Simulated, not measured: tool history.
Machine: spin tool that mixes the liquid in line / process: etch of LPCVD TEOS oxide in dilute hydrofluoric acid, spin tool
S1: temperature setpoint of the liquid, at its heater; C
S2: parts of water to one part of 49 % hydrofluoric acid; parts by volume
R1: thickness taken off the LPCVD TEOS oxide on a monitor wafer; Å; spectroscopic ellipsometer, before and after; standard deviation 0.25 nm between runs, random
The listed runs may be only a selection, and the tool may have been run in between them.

{"run": 1, "hour": 0.0, "S1": 22.0, "S2": 125, "time under the liquid (s)": 70, "R1": 207.52}
{"run": 2, "hour": 2.6, "S1": 20.5, "S2": 125, "time under the liquid (s)": 70, "R1": 192.69}
{"run": 3, "hour": 9.8, "S1": 22.5, "S2": 120, "time under the liquid (s)": 70, "R1": 220.82}
{"run": 4, "hour": 14.2, "S1": 22.5, "S2": 100, "time under the liquid (s)": 70, "R1": 272.97}
{"run": 5, "hour": 16.2, "S1": 23.5, "S2": 100, "time under the liquid (s)": 70, "R1": 283.97}
{"run": 6, "hour": 20.1, "S1": 23.5, "S2": 120, "time under the liquid (s)": 70, "R1": 231.6}
{"run": 7, "hour": 20.9, "S1": 25.0, "S2": 115, "time under the liquid (s)": 70, "R1": 253.98}
{"run": 8, "hour": 27.5, "S1": 26.0, "S2": 110, "time under the liquid (s)": 70, "R1": 278.67}

Forecast run 9:
{"run": 9, "hour": 33.6, "S1": 27.0, "S2": 110, "time under the liquid (s)": 70, "R1": "?"}

{"run 9": {"R1": 292.0}}
